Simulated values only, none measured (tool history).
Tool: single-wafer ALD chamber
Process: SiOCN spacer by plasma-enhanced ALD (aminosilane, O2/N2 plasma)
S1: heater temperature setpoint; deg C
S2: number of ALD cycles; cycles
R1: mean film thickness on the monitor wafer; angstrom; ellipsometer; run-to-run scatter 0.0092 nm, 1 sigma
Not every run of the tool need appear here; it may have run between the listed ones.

run 1 day=0 | S1=410 S2=30 | R1=18.359
run 2 day=0.138 | S1=414 S2=30 | R1=18.432
run 3 day=0.267 | S1=418 S2=30 | R1=18.084
run 4 day=0.483 | S1=419 S2=29 | R1=17.451
run 5 day=0.762 | S1=419 S2=28 | R1=16.878
run 6 day=1.008 | S1=419 S2=30 | R1=17.951
run 7 day=1.229 | S1=419 S2=30 | R1=17.83
run 8 day=1.304 | S1=419 S2=30 | R1=17.917

Run 9 comes next. What will it give?
run 9 day=1.5 | S1=421 S2=29 | R1=?

{"run 9": {"R1": 17.231}}
